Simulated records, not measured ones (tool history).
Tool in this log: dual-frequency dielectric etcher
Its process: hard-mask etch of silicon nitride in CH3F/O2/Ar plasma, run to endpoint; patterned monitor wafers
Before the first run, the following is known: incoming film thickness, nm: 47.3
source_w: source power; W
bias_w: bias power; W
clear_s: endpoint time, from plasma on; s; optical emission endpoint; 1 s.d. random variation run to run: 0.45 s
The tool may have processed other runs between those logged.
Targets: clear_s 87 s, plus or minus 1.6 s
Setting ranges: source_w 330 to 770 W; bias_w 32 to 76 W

run 1 day=0 | source_w=550 bias_w=54 | clear_s=67.021
run 2 day=0.288 | source_w=550 bias_w=61 | clear_s=64.831
run 3 day=0.408 | source_w=510 bias_w=56 | clear_s=69.946
run 4 day=0.729 | source_w=480 bias_w=55 | clear_s=72.846
run 5 day=1.017 | source_w=530 bias_w=55 | clear_s=68.21
run 6 day=1.375 | source_w=490 bias_w=54 | clear_s=72.065
-- day=1.558 bias power generator calibrated
run 7 day=1.558 | source_w=380 bias_w=48 | clear_s=92.381
run 8 day=1.825 | source_w=390 bias_w=48 | clear_s=90.17

4 candidate next runs follow, results not yet known. Just one meets every target within its allowed miss. Identify it.
run A day=2.092 | source_w=430 bias_w=49 | clear_s=?
run B day=2.092 | source_w=470 bias_w=43 | clear_s=?
run C day=2.092 | source_w=440 bias_w=45 | clear_s=?
run D day=2.092 | source_w=440 bias_w=42 | clear_s=?

move=A clear_s=83.65
move=B clear_s=82.665
move=C clear_s=85.034
move=D clear_s=87.288
A: the result that was furthest off in the last run now lies on the other side of its target
B: the result that was furthest off in the last run now lies on the other side of its target
C: the result that was furthest off in the last run now lies on the other side of its target
D: hits every target within its allowed miss
The move that meets every target is D.
